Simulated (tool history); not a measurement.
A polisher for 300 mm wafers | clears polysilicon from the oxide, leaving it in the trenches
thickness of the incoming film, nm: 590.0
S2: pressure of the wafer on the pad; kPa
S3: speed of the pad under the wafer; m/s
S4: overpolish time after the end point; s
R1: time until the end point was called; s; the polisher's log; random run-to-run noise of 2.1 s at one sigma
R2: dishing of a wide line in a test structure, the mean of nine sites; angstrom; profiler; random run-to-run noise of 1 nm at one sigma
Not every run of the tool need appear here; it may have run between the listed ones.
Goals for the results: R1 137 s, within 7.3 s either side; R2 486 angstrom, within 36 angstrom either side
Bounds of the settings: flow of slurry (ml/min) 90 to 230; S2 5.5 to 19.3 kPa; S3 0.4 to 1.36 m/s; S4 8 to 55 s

{"run": 1, "hour": 0.0, "flow of slurry (ml/min)": 150, "S2": 12.4, "S3": 0.88, "S4": 28, "R1": 83.414, "R2": 542.99}
{"run": 2, "hour": 3.2, "flow of slurry (ml/min)": 150, "S2": 11.7, "S3": 0.88, "S4": 27, "R1": 88.72, "R2": 493.98}
{"run": 3, "hour": 7.4, "flow of slurry (ml/min)": 150, "S2": 11, "S3": 0.86, "S4": 29, "R1": 93.119, "R2": 510.82}
{"run": 4, "hour": 9.6, "flow of slurry (ml/min)": 150, "S2": 11, "S3": 0.96, "S4": 29, "R1": 84.595, "R2": 515.32}
{"run": 5, "hour": 14.2, "flow of slurry (ml/min)": 150, "S2": 10.3, "S3": 0.94, "S4": 30, "R1": 92.653, "R2": 520.81}
{"run": 6, "hour": 21.2, "flow of slurry (ml/min)": 150, "S2": 9.7, "S3": 0.94, "S4": 30, "R1": 102.74, "R2": 503.11}
{"run": 7, "hour": 23.2, "flow of slurry (ml/min)": 150, "S2": 8.3, "S3": 0.92, "S4": 32, "R1": 117.62, "R2": 510.59}
{"run": 8, "hour": 24.3, "flow of slurry (ml/min)": 150, "S2": 7.6, "S3": 0.92, "S4": 30, "R1": 126.91, "R2": 470.86}
{"run": 9, "hour": 26.6, "flow of slurry (ml/min)": 150, "S2": 7.6, "S3": 0.92, "S4": 31, "R1": 128.93, "R2": 482.03}
{"run": 10, "hour": 32.1, "flow of slurry (ml/min)": 150, "S2": 7.6, "S3": 0.92, "S4": 32, "R1": 131.23, "R2": 483.28}

Pick the move, out of 5, that brings all results within their allowed miss; only one does.
{"run": "A", "hour": 37.6, "flow of slurry (ml/min)": 165, "S2": 8.3, "S3": 0.9, "S4": 31, "R1": "?", "R2": "?"}
{"run": "B", "hour": 37.6, "flow of slurry (ml/min)": 160, "S2": 7.6, "S3": 0.86, "S4": 33, "R1": "?", "R2": "?"}
{"run": "C", "hour": 37.6, "flow of slurry (ml/min)": 140, "S2": 10.3, "S3": 0.68, "S4": 55, "R1": "?", "R2": "?"}
{"run": "D", "hour": 37.6, "flow of slurry (ml/min)": 175, "S2": 7.6, "S3": 0.96, "S4": 25, "R1": "?", "R2": "?"}
{"run": "E", "hour": 37.6, "flow of slurry (ml/min)": 160, "S2": 6.9, "S3": 1.06, "S4": 23, "R1": "?", "R2": "?"}

move=A R1=117.77 R2=489.63
move=B R1=133.49 R2=482.94
move=C R1=122.5 R2=522.33
move=D R1=120.18 R2=461.31
move=E R1=122.85 R2=445.92
A: misses by more than the last run did
B: meets every target
C: misses by more than the last run did
D: misses by more than the last run did
E: misses by more than the last run did
Answer: B
